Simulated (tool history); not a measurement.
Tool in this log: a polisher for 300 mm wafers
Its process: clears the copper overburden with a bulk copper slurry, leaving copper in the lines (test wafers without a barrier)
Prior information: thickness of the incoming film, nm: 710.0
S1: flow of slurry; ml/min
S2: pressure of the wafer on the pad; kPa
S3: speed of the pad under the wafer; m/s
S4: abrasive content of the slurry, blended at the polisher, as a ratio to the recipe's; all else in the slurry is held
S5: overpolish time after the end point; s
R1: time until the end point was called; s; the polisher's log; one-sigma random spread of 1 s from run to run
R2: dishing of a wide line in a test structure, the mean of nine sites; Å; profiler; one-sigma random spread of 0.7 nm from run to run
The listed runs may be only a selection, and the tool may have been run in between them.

run	day	S1	S2	S3	S4	S5	R1	R2
1	0	275	22.8	0.84	1	15	77.186	813.44
2	0.371	315	22.8	0.84	1	15	76.639	818.5
3	0.538	285	22.8	0.84	1	15	77.626	800.13
4	0.9	270	22.1	0.86	1	14	79.479	762.94
5	1.088	290	21.4	0.86	1	13	80.491	715.31
6	1.392	290	21.4	0.86	1	16	81.158	799.86
7	1.592	300	20	0.88	1	15	83.114	788.95
8	1.754	285	20.7	0.84	1.05	14	84.438	726.13
9	2.125	270	20.7	0.82	1.1	13	84.484	670.53

Estimate the outcome of run 10 from the log above:
10	2.242	255	20	0.82	1.15	12	?	?

Run 10 yielded R1 87.48 s, R2 640.86 Å.
